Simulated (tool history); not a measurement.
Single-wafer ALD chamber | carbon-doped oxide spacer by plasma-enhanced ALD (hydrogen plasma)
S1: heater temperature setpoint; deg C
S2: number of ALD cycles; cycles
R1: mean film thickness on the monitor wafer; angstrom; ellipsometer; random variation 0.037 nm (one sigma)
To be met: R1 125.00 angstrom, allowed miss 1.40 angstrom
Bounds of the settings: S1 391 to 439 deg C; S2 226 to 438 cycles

{"run": 1, "hour": 0.0, "S1": 415, "S2": 332, "R1": 170.43}
{"run": 2, "hour": 4.0, "S1": 420, "S2": 312, "R1": 157.49}
{"run": 3, "hour": 7.9, "S1": 413, "S2": 312, "R1": 160.9}
{"run": 4, "hour": 14.0, "S1": 418, "S2": 297, "R1": 151.03}
{"run": 5, "hour": 16.3, "S1": 422, "S2": 286, "R1": 144.6}
{"run": 6, "hour": 24.0, "S1": 413, "S2": 286, "R1": 147.8}
{"run": 7, "hour": 32.2, "S1": 418, "S2": 277, "R1": 140.86}
{"run": 8, "hour": 39.9, "S1": 422, "S2": 271, "R1": 137.22}
{"run": 9, "hour": 46.3, "S1": 425, "S2": 266, "R1": 133.62}
{"run": 10, "hour": 52.8, "S1": 437, "S2": 255, "R1": 123.19}
{"run": 11, "hour": 59.8, "S1": 436, "S2": 255, "R1": 123.48}

4 next moves are on the table. One of them brings every result within its allowed miss. Which?
{"run": "A", "hour": 66.8, "S1": 438, "S2": 265, "R1": "?"}
{"run": "B", "hour": 66.8, "S1": 435, "S2": 252, "R1": "?"}
{"run": "C", "hour": 66.8, "S1": 439, "S2": 261, "R1": "?"}
{"run": "D", "hour": 66.8, "S1": 432, "S2": 261, "R1": "?"}

move=A R1=127.99
move=B R1=122.79
move=C R1=125.69
move=D R1=128.29
A: takes the result that was furthest off past its target
B: further off than the last run
C: meets every target
D: takes the result that was furthest off past its target
Move C is the one to make.
